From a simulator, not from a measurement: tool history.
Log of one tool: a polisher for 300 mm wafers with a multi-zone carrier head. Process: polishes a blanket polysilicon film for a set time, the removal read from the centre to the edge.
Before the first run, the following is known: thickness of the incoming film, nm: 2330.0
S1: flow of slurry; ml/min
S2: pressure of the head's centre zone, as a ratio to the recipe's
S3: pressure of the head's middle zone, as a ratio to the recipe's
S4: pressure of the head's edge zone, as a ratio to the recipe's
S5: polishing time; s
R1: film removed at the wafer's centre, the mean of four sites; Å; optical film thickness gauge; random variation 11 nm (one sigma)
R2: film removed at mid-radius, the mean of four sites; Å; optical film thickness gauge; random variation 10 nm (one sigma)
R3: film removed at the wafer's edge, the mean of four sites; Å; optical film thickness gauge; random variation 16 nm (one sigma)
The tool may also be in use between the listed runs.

run,hour,S1,S2,S3,S4,S5,R1,R2,R3
1,0.0,180,1.00,1.00,1.00,65,10533.0,9191.5,9322.0
2,2.6,190,0.99,1.01,1.03,66,10702.0,9695.7,9784.0
3,6.4,195,0.99,1.01,1.05,66,10724.0,9697.1,9762.8
4,7.9,195,0.98,1.00,1.07,67,10825.0,9484.8,10110.0
5,11.5,195,0.98,1.00,1.11,67,10579.0,9794.5,10199.0
6,16.9,195,1.02,1.00,1.11,67,10961.0,9734.9,10149.0
7,20.3,195,1.01,1.00,1.12,67,11002.0,9612.0,10314.0

What will run 8 give?
# hour 25.6: centre zone pressure recalibrated
8,25.6,195,1.00,1.01,1.13,67,?,?,?

Run 8 yielded R1 9681.6 Å, R2 9758.8 Å, R3 10590.0 Å.
